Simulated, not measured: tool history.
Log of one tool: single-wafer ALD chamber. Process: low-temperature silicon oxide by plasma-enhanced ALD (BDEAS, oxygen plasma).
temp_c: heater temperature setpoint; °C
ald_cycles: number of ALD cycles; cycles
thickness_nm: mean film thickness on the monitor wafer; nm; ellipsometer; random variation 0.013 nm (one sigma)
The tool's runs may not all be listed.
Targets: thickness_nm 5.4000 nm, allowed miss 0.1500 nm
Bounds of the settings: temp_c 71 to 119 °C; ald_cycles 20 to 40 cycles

Run 1, day 0.000: temp_c 95 °C, ald_cycles 30 cycles. Result: thickness_nm 4.4579 nm.
Run 2, day 0.104: temp_c 95 °C, ald_cycles 27 cycles. Result: thickness_nm 4.0020 nm.
Run 3, day 0.404: temp_c 95 °C, ald_cycles 30 cycles. Result: thickness_nm 4.4354 nm.
Run 4, day 0.554: temp_c 95 °C, ald_cycles 26 cycles. Result: thickness_nm 3.8621 nm.
Run 5, day 0.921: temp_c 95 °C, ald_cycles 29 cycles. Result: thickness_nm 4.3056 nm.
Run 6, day 1.154: temp_c 93 °C, ald_cycles 30 cycles. Result: thickness_nm 4.4838 nm.
Run 7, day 1.279: temp_c 91 °C, ald_cycles 31 cycles. Result: thickness_nm 4.6864 nm.
Run 8, day 1.612: temp_c 89 °C, ald_cycles 32 cycles. Result: thickness_nm 4.8564 nm.
Run 9, day 1.983: temp_c 88 °C, ald_cycles 33 cycles. Result: thickness_nm 5.0301 nm.
Run 10, day 2.338: temp_c 87 °C, ald_cycles 33 cycles. Result: thickness_nm 5.0587 nm.
Run 11, day 2.504: temp_c 86 °C, ald_cycles 33 cycles. Result: thickness_nm 5.0699 nm.
Run 12, day 2.858: temp_c 85 °C, ald_cycles 33 cycles. Result: thickness_nm 5.1019 nm.

5 next moves are on the table. One of them brings every result within its allowed miss. Which?
Run A, day 3.212: temp_c 97 °C, ald_cycles 35 cycles. Result: thickness_nm ?.
Run B, day 3.212: temp_c 90 °C, ald_cycles 34 cycles. Result: thickness_nm ?.
Run C, day 3.212: temp_c 84 °C, ald_cycles 32 cycles. Result: thickness_nm ?.
Run D, day 3.212: temp_c 84 °C, ald_cycles 35 cycles. Result: thickness_nm ?.
Run E, day 3.212: temp_c 83 °C, ald_cycles 37 cycles. Result: thickness_nm ?.

move  thickness_nm
   A        5.1602
   B        5.1557
   C        4.9678
   D        5.4336
   E        5.7663
A: nearer than the last run, and not there yet
B: nearer than the last run, and not there yet
C: further off than the last run
D: meets every target
E: takes the result that was furthest off past its target
Answer: D

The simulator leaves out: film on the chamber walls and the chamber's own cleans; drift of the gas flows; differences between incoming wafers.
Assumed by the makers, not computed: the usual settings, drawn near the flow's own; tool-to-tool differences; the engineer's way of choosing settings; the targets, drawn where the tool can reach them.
